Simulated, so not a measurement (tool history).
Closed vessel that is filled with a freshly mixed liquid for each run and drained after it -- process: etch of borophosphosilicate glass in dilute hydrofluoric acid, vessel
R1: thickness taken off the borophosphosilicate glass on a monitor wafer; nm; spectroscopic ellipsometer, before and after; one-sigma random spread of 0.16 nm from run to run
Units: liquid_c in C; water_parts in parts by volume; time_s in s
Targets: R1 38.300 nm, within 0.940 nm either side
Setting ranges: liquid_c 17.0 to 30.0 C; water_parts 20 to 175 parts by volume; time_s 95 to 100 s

{"run": 1, "day": 0.0, "liquid_c": 22.0, "water_parts": 95, "time_s": 95, "R1": 24.569}
{"run": 2, "day": 0.025, "liquid_c": 19.5, "water_parts": 95, "time_s": 95, "R1": 22.162}
{"run": 3, "day": 0.233, "liquid_c": 19.5, "water_parts": 95, "time_s": 95, "R1": 22.321}
{"run": 4, "day": 0.592, "liquid_c": 22.5, "water_parts": 90, "time_s": 95, "R1": 26.782}
{"run": 5, "day": 0.867, "liquid_c": 20.5, "water_parts": 90, "time_s": 95, "R1": 24.604}
{"run": 6, "day": 0.942, "liquid_c": 22.0, "water_parts": 90, "time_s": 95, "R1": 26.267}
{"run": 7, "day": 1.158, "liquid_c": 24.0, "water_parts": 90, "time_s": 95, "R1": 28.605}
{"run": 8, "day": 1.525, "liquid_c": 25.5, "water_parts": 90, "time_s": 95, "R1": 30.185}
{"run": 9, "day": 1.717, "liquid_c": 26.5, "water_parts": 90, "time_s": 95, "R1": 31.078}
{"run": 10, "day": 2.008, "liquid_c": 27.5, "water_parts": 90, "time_s": 95, "R1": 32.682}
{"run": 11, "day": 2.233, "liquid_c": 28.0, "water_parts": 90, "time_s": 95, "R1": 33.609}
{"run": 12, "day": 2.454, "liquid_c": 28.5, "water_parts": 90, "time_s": 95, "R1": 33.826}
{"run": 13, "day": 2.625, "liquid_c": 29.0, "water_parts": 90, "time_s": 95, "R1": 34.57}
{"run": 14, "day": 2.904, "liquid_c": 29.5, "water_parts": 90, "time_s": 95, "R1": 35.609}

Of the 5 settings listed for the next run, only one would bring every result within its allowed miss of target. Which one?
{"run": "A", "day": 3.183, "liquid_c": 30.0, "water_parts": 90, "time_s": 95, "R1": "?"}
{"run": "B", "day": 3.183, "liquid_c": 29.5, "water_parts": 100, "time_s": 95, "R1": "?"}
{"run": "C", "day": 3.183, "liquid_c": 28.5, "water_parts": 85, "time_s": 100, "R1": "?"}
{"run": "D", "day": 3.183, "liquid_c": 27.0, "water_parts": 95, "time_s": 100, "R1": "?"}
{"run": "E", "day": 3.183, "liquid_c": 27.5, "water_parts": 75, "time_s": 100, "R1": "?"}

move=A R1=36.249
move=B R1=31.564
move=C R1=38.425
move=D R1=32.007
move=E R1=42.478
A: nearer than the last run, and not there yet
B: further off than the last run
C: in spec on every target
D: further off than the last run
E: takes the biggest miss from the last run beyond its target
The move that meets every target is C.
